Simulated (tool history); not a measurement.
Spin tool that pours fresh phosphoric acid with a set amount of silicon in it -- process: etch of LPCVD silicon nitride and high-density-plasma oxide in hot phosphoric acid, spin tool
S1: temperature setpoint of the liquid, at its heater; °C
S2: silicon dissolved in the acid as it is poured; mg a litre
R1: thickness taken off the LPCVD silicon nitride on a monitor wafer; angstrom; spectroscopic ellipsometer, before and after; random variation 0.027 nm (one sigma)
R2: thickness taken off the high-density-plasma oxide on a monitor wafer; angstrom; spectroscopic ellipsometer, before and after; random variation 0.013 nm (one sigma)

{"run": 1, "hour": 0.0, "S1": 164.0, "S2": 9.5, "time under the liquid (s)": 55, "R1": 52.455, "R2": 1.8646}
{"run": 2, "hour": 1.0, "S1": 165.0, "S2": 9.5, "time under the liquid (s)": 55, "R1": 54.501, "R2": 1.8819}
{"run": 3, "hour": 6.2, "S1": 165.0, "S2": 12.0, "time under the liquid (s)": 55, "R1": 53.74, "R2": 2.0131}
{"run": 4, "hour": 11.0, "S1": 164.0, "S2": 12.0, "time under the liquid (s)": 55, "R1": 52.316, "R2": 1.9856}
{"run": 5, "hour": 16.0, "S1": 164.0, "S2": 16.5, "time under the liquid (s)": 55, "R1": 52.941, "R2": 1.5438}
{"run": 6, "hour": 24.5, "S1": 164.0, "S2": 16.5, "time under the liquid (s)": 75, "R1": 71.563, "R2": 1.785}
{"run": 7, "hour": 28.4, "S1": 163.5, "S2": 16.5, "time under the liquid (s)": 65, "R1": 61.689, "R2": 2.0344}
{"run": 8, "hour": 33.0, "S1": 164.0, "S2": 17.0, "time under the liquid (s)": 55, "R1": 53.226, "R2": 1.759}
{"run": 9, "hour": 37.1, "S1": 163.5, "S2": 18.0, "time under the liquid (s)": 50, "R1": 47.421, "R2": 1.5602}
{"run": 10, "hour": 41.1, "S1": 163.0, "S2": 18.5, "time under the liquid (s)": 45, "R1": 41.728, "R2": 1.2065}
{"run": 11, "hour": 45.8, "S1": 162.5, "S2": 17.5, "time under the liquid (s)": 45, "R1": 41.016, "R2": 0.94377}
{"run": 12, "hour": 48.7, "S1": 162.5, "S2": 17.0, "time under the liquid (s)": 40, "R1": 36.59, "R2": 0.70923}
{"run": 13, "hour": 54.6, "S1": 163.0, "S2": 17.0, "time under the liquid (s)": 40, "R1": 37.555, "R2": 1.1306}

What will run 14 give?
{"run": 14, "hour": 61.6, "S1": 163.0, "S2": 16.5, "time under the liquid (s)": 35, "R1": "?", "R2": "?"}

{"run 14": {"R1": 32.642, "R2": 1.0432}}

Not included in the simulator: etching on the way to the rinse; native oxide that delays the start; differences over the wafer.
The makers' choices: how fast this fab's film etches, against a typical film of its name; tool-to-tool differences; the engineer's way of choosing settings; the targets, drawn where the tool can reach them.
